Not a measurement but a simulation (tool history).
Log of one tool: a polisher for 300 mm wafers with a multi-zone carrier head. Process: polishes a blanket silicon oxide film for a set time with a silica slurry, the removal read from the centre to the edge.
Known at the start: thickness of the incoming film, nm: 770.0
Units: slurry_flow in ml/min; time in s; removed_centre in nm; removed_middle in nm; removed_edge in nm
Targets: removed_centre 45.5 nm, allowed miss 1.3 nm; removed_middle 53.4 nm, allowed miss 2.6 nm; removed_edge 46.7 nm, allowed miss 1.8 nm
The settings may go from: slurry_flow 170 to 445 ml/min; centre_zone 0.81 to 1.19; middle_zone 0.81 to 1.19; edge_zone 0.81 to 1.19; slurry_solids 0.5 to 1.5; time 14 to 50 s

| run | hour | slurry_flow | centre_zone | middle_zone | edge_zone | slurry_solids | time | removed_centre | removed_middle | removed_edge |
|---|---|---|---|---|---|---|---|---|---|---|
| 1 | 0 | 285 | 1 | 1 | 1 | 1 | 32 | 109.69 | 111.34 | 110.38 |
| 2 | 1 | 285 | 0.99 | 1.01 | 0.98 | 0.9 | 29 | 95.216 | 97.981 | 93.233 |
| 3 | 8.8 | 285 | 0.99 | 1.04 | 0.98 | 0.9 | 29 | 94.067 | 98.86 | 94.447 |
| 4 | 14.2 | 280 | 0.96 | 1.03 | 0.96 | 0.85 | 27 | 82.916 | 87.994 | 84.975 |
| 5 | 15.7 | 280 | 0.96 | 0.97 | 0.96 | 0.85 | 27 | 83.959 | 85.118 | 83.952 |
| 6 | 24.3 | 280 | 1.04 | 0.97 | 0.96 | 0.85 | 27 | 90.255 | 85.276 | 84.428 |
| 7 | 27.7 | 280 | 1.04 | 0.97 | 0.96 | 0.85 | 27 | 88.93 | 85.102 | 85.248 |
| 8 | 28.3 | 280 | 1.01 | 0.99 | 0.94 | 0.8 | 25 | 79.056 | 79.112 | 77.062 |
| 9 | 32.1 | 285 | 1 | 1 | 0.92 | 0.75 | 23 | 70.265 | 69.401 | 67.97 |
| 10 | 36.2 | 280 | 0.9 | 1.1 | 0.82 | 0.5 | 19 | 42.531 | 51.648 | 43.244 |
| 11 | 45 | 280 | 0.9 | 1.1 | 0.82 | 0.5 | 19 | 43.155 | 51.356 | 44.405 |
| 12 | 49.5 | 285 | 0.9 | 1.1 | 0.83 | 0.5 | 19 | 43.586 | 51.736 | 43.614 |
| 13 | 56.2 | 280 | 0.9 | 1.1 | 0.84 | 0.5 | 19 | 42.605 | 51.71 | 45.242 |
| 14 | 61.7 | 285 | 0.9 | 1.1 | 0.84 | 0.5 | 19 | 43.531 | 53.17 | 45.098 |
| 15 | 66.9 | 290 | 0.9 | 1.09 | 0.84 | 0.5 | 19 | 43.746 | 50.784 | 44.634 |

4 next moves are on the table. One of them brings every result within its allowed miss. Which?
| A | 72.1 | 340 | 0.89 | 1.04 | 0.82 | 0.6 | 18 | ? | ? | ? |
| B | 72.1 | 320 | 0.85 | 0.91 | 0.94 | 0.6 | 19 | ? | ? | ? |
| C | 72.1 | 275 | 0.92 | 1.11 | 0.88 | 0.5 | 21 | ? | ? | ? |
| D | 72.1 | 275 | 0.91 | 1.14 | 0.82 | 0.6 | 17 | ? | ? | ? |

| move | removed_centre | removed_middle | removed_edge |
|---|---|---|---|
| A | 45.108 | 51.389 | 45.972 |
| B | 45.127 | 48.209 | 51.488 |
| C | 48.814 | 56.949 | 49.959 |
| D | 42.549 | 51.351 | 42.638 |
A: meets every target
B: brings the result that was furthest off to its target, and leaves another outside
C: takes the result that was furthest off past its target
D: further off than the last run
Answer: A
